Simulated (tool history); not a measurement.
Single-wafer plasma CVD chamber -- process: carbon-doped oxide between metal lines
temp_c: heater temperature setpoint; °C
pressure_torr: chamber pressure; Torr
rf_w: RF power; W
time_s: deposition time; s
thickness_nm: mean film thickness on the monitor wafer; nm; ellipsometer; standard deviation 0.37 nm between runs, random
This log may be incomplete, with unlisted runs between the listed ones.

run  hour  temp_c  pressure_torr  rf_w  time_s  thickness_nm
  1   0.0     330           5.91   420    21.7        120.69
  2   7.8     330           5.91   420    21.7        121.31
  3  12.2     330           5.91   445    21.7        125.96
  4  18.4     330           5.91   480    21.7        132.34
  5  25.4     330           5.91   480    22.3        135.30
  6  32.6     332           5.79   465    22.3        132.36
  7  33.6     333           5.71   450    22.3        127.95
  8  41.0     345           4.53   385    22.1        105.21
  9  48.8     346           4.50   385    22.1        104.97
 10  54.5     347           4.47   385    22.1        104.62
 11  61.8     347           4.43   385    22.1        104.19
 12  65.0     348           4.40   385    22.1        104.55
 13  70.1     348           4.35   385    22.1        103.74

Run 14 has not been measured yet. What should we expect?
 14  75.5     348           4.32   385    22.1             ?

Logged for run 14: thickness_nm 103.97 nm.

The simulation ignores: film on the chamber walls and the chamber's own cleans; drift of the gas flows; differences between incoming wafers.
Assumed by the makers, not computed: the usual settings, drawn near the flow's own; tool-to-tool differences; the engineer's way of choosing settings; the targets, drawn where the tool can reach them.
